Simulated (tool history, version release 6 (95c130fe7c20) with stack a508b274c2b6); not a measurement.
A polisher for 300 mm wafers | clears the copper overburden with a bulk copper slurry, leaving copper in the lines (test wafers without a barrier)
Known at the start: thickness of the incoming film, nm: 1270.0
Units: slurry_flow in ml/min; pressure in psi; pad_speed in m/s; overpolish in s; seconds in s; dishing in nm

run	hour	slurry_flow	pressure	pad_speed	slurry_solids	overpolish	seconds	dishing
1	0	290	3	1.06	1	17	153.34	93.329
2	8.9	290	3	0.92	1	17	182.36	83.292
3	13.5	290	3.3	0.92	1	17	167.48	87.989
4	20.5	355	3.3	0.92	1	17	160.66	91.946
5	28.2	355	2.9	0.92	1	17	185.69	82.704
6	35.4	390	2.9	0.92	1	17	177.82	83.444
7	42.2	400	2.5	0.88	1	14	219.02	64.764
8	49.9	395	2.2	0.9	0.95	11	242.54	46.62
9	55.6	390	2.1	0.9	0.9	10	242.46	42.938
10	57.9	390	1.4	0.88	0.9	8	346.28	25.034

Run 11 comes next. What will it give?
11	64.7	395	1.5	0.88	0.9	8	?	?

seconds: 319.59 s
dishing: 26.317 nm
